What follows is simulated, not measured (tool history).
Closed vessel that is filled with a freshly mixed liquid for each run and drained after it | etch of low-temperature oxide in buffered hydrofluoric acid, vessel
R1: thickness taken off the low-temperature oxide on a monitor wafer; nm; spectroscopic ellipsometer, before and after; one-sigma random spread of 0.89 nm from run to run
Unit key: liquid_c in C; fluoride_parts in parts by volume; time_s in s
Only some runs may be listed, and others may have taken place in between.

Run 1, hour 0: liquid_c 20 C, fluoride_parts 19.5 parts by volume, time_s 30 s. Result: R1 52.543 nm.
Run 2, hour 4.9: liquid_c 22 C, fluoride_parts 19.5 parts by volume, time_s 30 s. Result: R1 58.664 nm.
Run 3, hour 10.4: liquid_c 23.5 C, fluoride_parts 17.5 parts by volume, time_s 30 s. Result: R1 70.05 nm.
Run 4, hour 13.7: liquid_c 23.5 C, fluoride_parts 17.5 parts by volume, time_s 30 s. Result: R1 70.385 nm.
Run 5, hour 20.3: liquid_c 23.5 C, fluoride_parts 15.5 parts by volume, time_s 30 s. Result: R1 79.61 nm.
Run 6, hour 23.9: liquid_c 23.5 C, fluoride_parts 15.5 parts by volume, time_s 30 s. Result: R1 79.979 nm.
At hour 29.4: hydrofluoric acid flow meter replaced.
Run 7, hour 29.4: liquid_c 24.5 C, fluoride_parts 15 parts by volume, time_s 30 s. Result: R1 90.789 nm.
Run 8, hour 37.5: liquid_c 25.5 C, fluoride_parts 15 parts by volume, time_s 30 s. Result: R1 97.554 nm.
Run 9, hour 44.2: liquid_c 26 C, fluoride_parts 15 parts by volume, time_s 30 s. Result: R1 99.189 nm.
Run 10, hour 48.1: liquid_c 26.5 C, fluoride_parts 15 parts by volume, time_s 30 s. Result: R1 102.07 nm.
Run 11, hour 54: liquid_c 27 C, fluoride_parts 15 parts by volume, time_s 30 s. Result: R1 103.68 nm.

What will run 12 give?
Run 12, hour 62.2: liquid_c 27.5 C, fluoride_parts 14.5 parts by volume, time_s 30 s. Result: R1 ?.

Run 12 measured R1 110.09 nm.
